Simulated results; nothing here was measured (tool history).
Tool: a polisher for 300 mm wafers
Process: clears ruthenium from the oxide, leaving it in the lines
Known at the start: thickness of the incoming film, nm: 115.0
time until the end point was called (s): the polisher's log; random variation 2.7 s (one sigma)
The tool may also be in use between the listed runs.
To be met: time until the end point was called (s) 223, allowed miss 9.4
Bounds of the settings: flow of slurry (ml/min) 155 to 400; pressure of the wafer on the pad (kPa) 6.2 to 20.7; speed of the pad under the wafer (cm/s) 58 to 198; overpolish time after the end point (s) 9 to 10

run	day	flow of slurry (ml/min)	pressure of the wafer on the pad (kPa)	speed of the pad under the wafer (cm/s)	overpolish time after the end point (s)	time until the end point was called (s)
1	0	255	13.1	128	10	96.272
2	0.254	205	13.1	128	10	102.36
3	0.408	205	13.1	148	10	87.979
4	0.446	205	13.1	122	10	106.32
5	0.529	200	11.7	116	10	123.59
6	0.85	195	10.3	110	10	149.15
7	1.1	190	9.7	110	10	158.12
8	1.129	185	9	108	10	177.04
9	1.329	185	8.3	108	10	188.88
# day 1.583: slurry nozzle cleaned
10	1.583	185	7.6	108	10	193.98
11	1.692	180	7.6	108	10	195.33

Which of these 5 next moves meets every target?
A	1.8	155	6.9	106	9	?
B	1.8	155	7.6	106	10	?
C	1.8	240	8.3	92	10	?
D	1.8	265	6.2	118	10	?
E	1.8	155	6.2	128	9	?

move	time until the end point was called (s)
A	225.13
B	205.7
C	202.25
D	206.54
E	207.16
A: meets every target
B: nearer than the last run, and not there yet
C: nearer than the last run, and not there yet
D: nearer than the last run, and not there yet
E: nearer than the last run, and not there yet
The right move is A.
